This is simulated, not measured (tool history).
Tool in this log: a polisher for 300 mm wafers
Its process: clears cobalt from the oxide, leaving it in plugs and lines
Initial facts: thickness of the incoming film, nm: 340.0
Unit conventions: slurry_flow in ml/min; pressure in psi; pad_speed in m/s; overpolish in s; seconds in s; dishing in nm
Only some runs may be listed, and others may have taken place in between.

run	day	slurry_flow	pressure	pad_speed	overpolish	seconds	dishing
1	0.000	155	2.4	0.78	22	94.332	61.307
2	0.054	155	2.4	0.78	16	93.456	47.917
3	0.117	155	2.4	0.78	11	97.818	37.842
4	0.217	140	2.4	0.78	11	95.151	36.217
5	0.446	140	2.9	0.78	11	82.688	42.209
6	0.808	140	2.9	0.92	11	72.379	45.021
7	0.938	130	2.3	0.86	21	91.995	61.155
8	1.129	130	1.7	0.80	13	120.960	34.811

Run 9, settings as shown, results not yet in. Your forecast:
9	1.188	130	1.7	0.80	14	?	?

Run 9 yielded seconds 121.010 s, dishing 36.491 nm.
